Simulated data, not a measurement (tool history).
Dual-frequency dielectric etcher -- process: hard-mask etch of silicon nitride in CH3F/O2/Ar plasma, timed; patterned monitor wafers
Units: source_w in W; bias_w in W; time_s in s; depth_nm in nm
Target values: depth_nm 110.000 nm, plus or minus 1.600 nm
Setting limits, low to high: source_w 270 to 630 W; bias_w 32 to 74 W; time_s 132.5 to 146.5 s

run 1 day=0.000 | source_w=450 bias_w=53 time_s=146.5 | depth_nm=97.683
run 2 day=0.346 | source_w=490 bias_w=54 time_s=146.5 | depth_nm=102.580
run 3 day=0.383 | source_w=530 bias_w=54 time_s=146.5 | depth_nm=106.040
run 4 day=0.592 | source_w=540 bias_w=54 time_s=146.5 | depth_nm=107.070
run 5 day=0.633 | source_w=550 bias_w=54 time_s=146.5 | depth_nm=107.560
run 6 day=0.662 | source_w=560 bias_w=54 time_s=146.5 | depth_nm=109.200
run 7 day=0.775 | source_w=560 bias_w=54 time_s=146.5 | depth_nm=108.150
run 8 day=0.892 | source_w=560 bias_w=54 time_s=146.5 | depth_nm=108.800

Which single option among these 4 for the next run brings every result within its allowed miss of target? Just one does.
run A day=1.008 | source_w=600 bias_w=60 time_s=139.5 | depth_nm=?
run B day=1.008 | source_w=560 bias_w=55 time_s=143.0 | depth_nm=?
run C day=1.008 | source_w=570 bias_w=53 time_s=143.0 | depth_nm=?
run D day=1.008 | source_w=570 bias_w=51 time_s=146.5 | depth_nm=?

move=A depth_nm=109.200
move=B depth_nm=105.840
move=C depth_nm=105.580
move=D depth_nm=107.010
A: in spec on every target
B: further off than the last run
C: further off than the last run
D: further off than the last run
Correct choice: A, which meets every target

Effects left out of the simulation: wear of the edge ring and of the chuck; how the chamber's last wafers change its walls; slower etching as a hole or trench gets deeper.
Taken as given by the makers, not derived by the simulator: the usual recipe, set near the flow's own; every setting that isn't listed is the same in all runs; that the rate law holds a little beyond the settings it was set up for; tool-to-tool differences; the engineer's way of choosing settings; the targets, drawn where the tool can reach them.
